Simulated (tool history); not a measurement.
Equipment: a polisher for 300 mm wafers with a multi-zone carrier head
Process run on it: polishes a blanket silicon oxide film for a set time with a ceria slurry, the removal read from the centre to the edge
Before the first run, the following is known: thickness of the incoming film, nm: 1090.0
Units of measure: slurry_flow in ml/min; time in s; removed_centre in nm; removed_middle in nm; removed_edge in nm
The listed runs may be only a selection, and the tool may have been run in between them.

run    day  slurry_flow  centre_zone  middle_zone  edge_zone  time  removed_centre  removed_middle  removed_edge
  1  0.000          125         1.00         1.00       1.00    51          376.94          374.23        374.18
  2  0.029          125         0.99         1.01       0.98    47          362.22          342.09        346.02
  3  0.279          120         0.96         1.04       0.98    43          308.58          319.73        310.55
  4  0.304          115         0.95         1.06       0.96    41          283.31          309.44        292.05
  5  0.458          115         0.95         1.07       0.94    39          273.06          301.44        278.40
  6  0.604          115         0.88         1.07       0.94    39          257.23          301.83        273.23
  7  0.925          115         0.88         1.07       0.92    37          234.10          284.41        254.10
  8  1.292          120         0.88         1.07       0.90    36          237.91          271.95        251.64

Expected results for the next run?
  9  1.354          115         0.88         1.08       0.89    35               ?               ?             ?

Run 9 came out at removed_centre 228.26 nm, removed_middle 266.46 nm, removed_edge 244.16 nm.

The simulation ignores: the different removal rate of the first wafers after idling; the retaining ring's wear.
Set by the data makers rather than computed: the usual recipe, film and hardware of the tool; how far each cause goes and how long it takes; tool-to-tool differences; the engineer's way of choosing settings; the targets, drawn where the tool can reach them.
